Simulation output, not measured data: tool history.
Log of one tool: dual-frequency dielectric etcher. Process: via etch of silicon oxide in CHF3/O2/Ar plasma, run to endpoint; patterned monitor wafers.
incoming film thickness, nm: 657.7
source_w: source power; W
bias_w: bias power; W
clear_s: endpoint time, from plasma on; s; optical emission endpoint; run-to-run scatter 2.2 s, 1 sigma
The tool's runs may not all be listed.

{"run": 1, "hour": 0.0, "source_w": 680, "bias_w": 179, "clear_s": 348.69}
{"run": 2, "hour": 8.4, "source_w": 680, "bias_w": 209, "clear_s": 331.2}
{"run": 3, "hour": 9.6, "source_w": 590, "bias_w": 209, "clear_s": 352.11}
{"run": 4, "hour": 12.3, "source_w": 560, "bias_w": 207, "clear_s": 357.41}
{"hour": 16.3, "done": "bias power generator calibrated"}
{"run": 5, "hour": 16.3, "source_w": 530, "bias_w": 205, "clear_s": 373.34}
{"run": 6, "hour": 24.1, "source_w": 530, "bias_w": 232, "clear_s": 352.31}

The next listed run, before its measurement:
{"run": 7, "hour": 26.2, "source_w": 500, "bias_w": 230, "clear_s": "?"}

Logged for run 7: clear_s 364.88 s.
